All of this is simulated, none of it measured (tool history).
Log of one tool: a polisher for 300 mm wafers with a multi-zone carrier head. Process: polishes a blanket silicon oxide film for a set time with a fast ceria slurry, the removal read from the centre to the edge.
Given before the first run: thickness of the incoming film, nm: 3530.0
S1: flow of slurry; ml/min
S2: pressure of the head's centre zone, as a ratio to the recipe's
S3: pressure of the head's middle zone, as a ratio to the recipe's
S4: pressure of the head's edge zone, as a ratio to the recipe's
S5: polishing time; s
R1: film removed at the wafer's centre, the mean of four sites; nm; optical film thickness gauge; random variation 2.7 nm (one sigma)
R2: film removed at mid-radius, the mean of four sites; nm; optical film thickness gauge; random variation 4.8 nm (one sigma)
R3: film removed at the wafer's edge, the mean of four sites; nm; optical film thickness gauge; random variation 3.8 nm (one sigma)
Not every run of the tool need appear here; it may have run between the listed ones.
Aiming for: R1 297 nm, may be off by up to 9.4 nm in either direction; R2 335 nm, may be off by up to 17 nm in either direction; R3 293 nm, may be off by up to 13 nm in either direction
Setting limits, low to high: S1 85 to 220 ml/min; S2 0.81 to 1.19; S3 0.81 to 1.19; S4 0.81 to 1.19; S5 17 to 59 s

run	hour	S1	S2	S3	S4	S5	R1	R2	R3
1	0	140	1	1	1	38	541.66	540.35	541.68
2	3.4	140	1	1	1.08	38	548.73	548.92	561.74
3	8.5	140	1	1.01	1.05	35	492.77	516.48	523.89
4	16.6	140	1	1.01	1.11	35	499.38	503.17	525.54
5	19.2	165	1	1.01	1.11	35	518.59	518.51	544.69
6	23.2	155	1.01	1.02	1.07	33	490.33	489.7	499.39
# hour 27.6: slurry nozzle cleaned
7	27.6	150	1.01	1.03	1.04	31	476.18	490.05	468.94
8	33.8	145	1	1.02	1.02	29	445.02	451.97	434.37
9	36.8	140	0.98	1.02	1	28	418.73	433.74	420.52
10	41.5	125	0.96	1.11	0.9	18	256.37	292.91	250.91
11	42.1	130	0.96	1.11	0.91	18	252.14	302.6	246.58

Next run, 4 choices. One meets every target within its allowed miss, the rest don't. Which?
A	42.7	105	0.81	1.01	0.94	19	?	?	?
B	42.7	115	0.99	1.13	0.96	21	?	?	?
C	42.7	160	0.86	0.95	0.88	21	?	?	?
D	42.7	95	0.9	0.93	0.89	22	?	?	?

move	R1	R2	R3
A	220.39	269.14	263.63
B	305.19	333.97	298.07
C	284.93	307.62	300.34
D	275.34	283.52	292.99
A: further off than the last run
B: all results in spec
C: nearer the targets than the last run, but a result is still out of spec
D: nearer the targets than the last run, but a result is still out of spec
B is the move that brings every result within its allowed miss.
